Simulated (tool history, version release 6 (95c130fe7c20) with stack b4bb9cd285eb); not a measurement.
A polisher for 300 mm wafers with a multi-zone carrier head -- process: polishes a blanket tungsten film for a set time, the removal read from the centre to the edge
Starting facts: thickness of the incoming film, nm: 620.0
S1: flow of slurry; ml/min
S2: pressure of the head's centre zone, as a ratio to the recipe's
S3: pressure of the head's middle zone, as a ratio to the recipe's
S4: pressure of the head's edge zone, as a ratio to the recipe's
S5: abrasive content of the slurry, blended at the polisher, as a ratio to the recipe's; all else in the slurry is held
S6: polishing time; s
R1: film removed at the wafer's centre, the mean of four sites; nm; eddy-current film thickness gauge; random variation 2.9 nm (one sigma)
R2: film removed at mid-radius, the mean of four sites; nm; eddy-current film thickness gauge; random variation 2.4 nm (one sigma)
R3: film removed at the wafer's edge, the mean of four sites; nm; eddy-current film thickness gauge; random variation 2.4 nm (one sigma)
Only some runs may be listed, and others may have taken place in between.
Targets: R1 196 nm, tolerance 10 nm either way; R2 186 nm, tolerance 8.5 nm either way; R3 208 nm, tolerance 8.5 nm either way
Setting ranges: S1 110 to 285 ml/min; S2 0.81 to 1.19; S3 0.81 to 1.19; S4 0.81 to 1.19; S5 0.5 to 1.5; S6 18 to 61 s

Run 1, hour 0: S1 180 ml/min, S2 1, S3 1, S4 1, S5 1, S6 39 s. Result: R1 225.15 nm, R2 237.69 nm, R3 241.44 nm.
Run 2, hour 2.1: S1 175 ml/min, S2 1, S3 0.97, S4 0.98, S5 0.9, S6 39 s. Result: R1 221.4 nm, R2 227.69 nm, R3 236.33 nm.
Run 3, hour 7.8: S1 175 ml/min, S2 0.91, S3 0.97, S4 0.98, S5 0.9, S6 39 s. Result: R1 207.19 nm, R2 224.35 nm, R3 229.75 nm.
Run 4, hour 13.9: S1 175 ml/min, S2 0.91, S3 0.97, S4 0.98, S5 0.9, S6 31 s. Result: R1 158.59 nm, R2 174.56 nm, R3 188.24 nm.
Run 5, hour 22.4: S1 175 ml/min, S2 0.91, S3 0.97, S4 0.98, S5 0.7, S6 31 s. Result: R1 158.84 nm, R2 174.63 nm, R3 180.24 nm.
Run 6, hour 28.6: S1 175 ml/min, S2 0.91, S3 0.97, S4 1.06, S5 0.7, S6 31 s. Result: R1 155.06 nm, R2 171.28 nm, R3 181.74 nm.
Run 7, hour 30.7: S1 185 ml/min, S2 0.95, S3 0.96, S4 1.06, S5 0.75, S6 31 s. Result: R1 167.19 nm, R2 174.4 nm, R3 184.26 nm.
Run 8, hour 37.7: S1 190 ml/min, S2 0.96, S3 0.95, S4 1.06, S5 0.85, S6 31 s. Result: R1 173.45 nm, R2 179.46 nm, R3 191.99 nm.
Run 9, hour 42: S1 190 ml/min, S2 0.96, S3 0.95, S4 1.06, S5 0.85, S6 31 s. Result: R1 169.4 nm, R2 171.6 nm, R3 197.23 nm.
Run 10, hour 47.3: S1 200 ml/min, S2 0.98, S3 0.96, S4 1.06, S5 0.85, S6 31 s. Result: R1 181.12 nm, R2 176.68 nm, R3 193.84 nm.

5 next moves are on the table. One of them brings every result within its allowed miss. Which?
Run A, hour 52.6: S1 285 ml/min, S2 1.08, S3 0.93, S4 1.08, S5 0.8, S6 35 s. Result: R1 ?, R2 ?, R3 ?.
Run B, hour 52.6: S1 285 ml/min, S2 1, S3 0.92, S4 1.08, S5 0.95, S6 31 s. Result: R1 ?, R2 ?, R3 ?.
Run C, hour 52.6: S1 200 ml/min, S2 1.02, S3 1.06, S4 1.05, S5 0.65, S6 35 s. Result: R1 ?, R2 ?, R3 ?.
Run D, hour 52.6: S1 175 ml/min, S2 0.94, S3 1.02, S4 1.04, S5 0.85, S6 30 s. Result: R1 ?, R2 ?, R3 ?.
Run E, hour 52.6: S1 195 ml/min, S2 0.91, S3 0.87, S4 1.08, S5 1.2, S6 32 s. Result: R1 ?, R2 ?, R3 ?.

move      R1      R2      R3
   A  224.51  202.95  227.82
   B  191.47   183.5   207.8
   C  196.65  209.61  209.69
   D  159.87   177.6  183.81
   E  179.89  179.68   215.8
A: takes the biggest miss from the last run beyond its target
B: every result within its allowed miss
C: the furthest-off result lands on target, but another misses its tolerance
D: the biggest miss grows against the last run
E: the furthest-off result lands on target, but another misses its tolerance
Correct choice: B, which meets every target
